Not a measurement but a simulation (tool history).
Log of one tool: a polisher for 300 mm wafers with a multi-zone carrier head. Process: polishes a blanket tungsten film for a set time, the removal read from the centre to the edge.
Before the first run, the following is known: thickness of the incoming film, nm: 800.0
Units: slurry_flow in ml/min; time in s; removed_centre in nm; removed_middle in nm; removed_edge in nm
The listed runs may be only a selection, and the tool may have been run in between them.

run  hour  slurry_flow  centre_zone  middle_zone  edge_zone  slurry_solids  time  removed_centre  removed_middle  removed_edge
  1     0          240            1            1          1              1    62          227.43          225.24         219.8
  2   5.4          195            1            1          1              1    62          220.89          222.77        216.42
  3   8.4          195            1         1.04          1              1    62          220.37          225.01        219.27
  4  12.4          195            1         1.04          1              1    68          242.45          251.99        238.79
  5    19          195            1         0.95          1              1    68          243.18          232.54        243.07
  6  20.8          195            1         0.95       1.07              1    68          240.02          230.22        249.13
  7  27.1          200         1.02         0.96       1.08            1.1    70          259.73          247.45        265.93

What does the tool deliver on the next run?
     34.2  -- worn pad replaced by a new one
  8  34.2          205         1.04         0.97       1.09           1.15    71               ?               ?             ?

removed_centre: 309.52 nm
removed_middle: 293.85 nm
removed_edge: 307.45 nm
